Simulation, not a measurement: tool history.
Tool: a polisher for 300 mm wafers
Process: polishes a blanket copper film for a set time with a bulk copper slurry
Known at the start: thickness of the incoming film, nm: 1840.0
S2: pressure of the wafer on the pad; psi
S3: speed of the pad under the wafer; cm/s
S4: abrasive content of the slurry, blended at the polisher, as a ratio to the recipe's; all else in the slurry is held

Run 1, hour 0.0: flow of slurry (ml/min) 190, S2 3.3 psi, S3 126 cm/s, S4 1.00, polishing time (s) 32. Result: film removed (Å) 3453.8.
Run 2, hour 0.9: flow of slurry (ml/min) 190, S2 3.7 psi, S3 126 cm/s, S4 1.00, polishing time (s) 32. Result: film removed (Å) 3873.2.
Run 3, hour 4.4: flow of slurry (ml/min) 190, S2 4.0 psi, S3 126 cm/s, S4 1.00, polishing time (s) 32. Result: film removed (Å) 4136.3.
Run 4, hour 6.9: flow of slurry (ml/min) 190, S2 4.0 psi, S3 126 cm/s, S4 0.85, polishing time (s) 32. Result: film removed (Å) 3851.8.
Run 5, hour 9.8: flow of slurry (ml/min) 155, S2 4.0 psi, S3 126 cm/s, S4 0.85, polishing time (s) 32. Result: film removed (Å) 3663.6.
Run 6, hour 11.8: flow of slurry (ml/min) 185, S2 4.0 psi, S3 126 cm/s, S4 0.85, polishing time (s) 32. Result: film removed (Å) 3815.3.
Run 7, hour 15.1: flow of slurry (ml/min) 195, S2 4.3 psi, S3 126 cm/s, S4 0.85, polishing time (s) 32. Result: film removed (Å) 4132.9.

Forecast run 8:
At hour 22.7: slurry nozzle cleaned.
Run 8, hour 22.7: flow of slurry (ml/min) 200, S2 4.5 psi, S3 126 cm/s, S4 0.85, polishing time (s) 32. Result: film removed (Å) ?.

{"run 8": {"film removed (Å)": 4581.0}}
